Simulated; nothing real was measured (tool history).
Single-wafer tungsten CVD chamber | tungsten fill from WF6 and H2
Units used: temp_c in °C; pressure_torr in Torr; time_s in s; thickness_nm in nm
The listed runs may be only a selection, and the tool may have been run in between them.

run,hour,temp_c,pressure_torr,time_s,thickness_nm
1,0.0,385,48.9,10.9,26.381
2,7.3,396,48.9,10.9,33.441
3,13.1,389,48.7,10.9,28.871
4,20.6,389,48.7,10.4,27.789
5,22.1,385,48.6,10.4,25.098
6,24.8,385,55.0,10.4,26.355
7,32.9,382,54.9,10.4,24.543

Forecast run 8:
8,38.6,380,54.8,10.4,?

{"run 8": {"thickness_nm": 23.564}}
